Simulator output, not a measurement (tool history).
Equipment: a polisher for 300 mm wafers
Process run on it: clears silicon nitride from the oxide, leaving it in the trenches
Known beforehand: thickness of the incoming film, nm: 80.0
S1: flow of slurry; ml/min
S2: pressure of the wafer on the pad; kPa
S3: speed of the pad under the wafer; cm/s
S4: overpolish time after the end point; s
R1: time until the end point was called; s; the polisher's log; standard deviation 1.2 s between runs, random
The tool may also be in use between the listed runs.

| run | hour | S1 | S2 | S3 | S4 | R1 |
|---|---|---|---|---|---|---|
| 1 | 0.0 | 295 | 14.5 | 120 | 11 | 118.26 |
| 2 | 1.1 | 240 | 14.5 | 120 | 11 | 119.98 |
| 3 | 4.3 | 240 | 14.5 | 108 | 11 | 131.20 |
| 4 | 8.2 | 240 | 15.2 | 108 | 11 | 127.34 |
| 5 | 14.4 | 290 | 15.2 | 108 | 11 | 120.06 |
| 6 | 15.0 | 295 | 15.9 | 108 | 11 | 114.21 |

Expected results for the next run?
| 7 | 17.3 | 295 | 15.9 | 108 | 11 | ? |

R1: 115.96 s

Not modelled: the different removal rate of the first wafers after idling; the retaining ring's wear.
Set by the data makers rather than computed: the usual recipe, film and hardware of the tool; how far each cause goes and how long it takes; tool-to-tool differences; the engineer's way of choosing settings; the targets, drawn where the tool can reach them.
